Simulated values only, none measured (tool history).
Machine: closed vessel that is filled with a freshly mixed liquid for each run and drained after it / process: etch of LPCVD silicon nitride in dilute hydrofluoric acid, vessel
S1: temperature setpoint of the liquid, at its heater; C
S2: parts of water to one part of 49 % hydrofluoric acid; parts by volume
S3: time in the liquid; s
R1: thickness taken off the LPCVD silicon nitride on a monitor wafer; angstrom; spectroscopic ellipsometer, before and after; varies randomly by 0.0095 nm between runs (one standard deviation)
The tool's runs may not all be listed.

run 1 hour=0.0 | S1=23.0 S2=300 S3=715 | R1=13.284
run 2 hour=7.7 | S1=22.5 S2=300 S3=715 | R1=12.928
run 3 hour=15.5 | S1=22.5 S2=195 S3=715 | R1=19.447
run 4 hour=19.6 | S1=22.0 S2=205 S3=715 | R1=18.098
run 5 hour=26.2 | S1=21.5 S2=215 S3=715 | R1=16.749
run 6 hour=32.6 | S1=21.0 S2=220 S3=715 | R1=15.566

Run 7, settings as shown, results not yet in. Your forecast:
run 7 hour=38.9 | S1=20.5 S2=225 S3=715 | R1=?

{"run 7": {"R1": 15.057}}

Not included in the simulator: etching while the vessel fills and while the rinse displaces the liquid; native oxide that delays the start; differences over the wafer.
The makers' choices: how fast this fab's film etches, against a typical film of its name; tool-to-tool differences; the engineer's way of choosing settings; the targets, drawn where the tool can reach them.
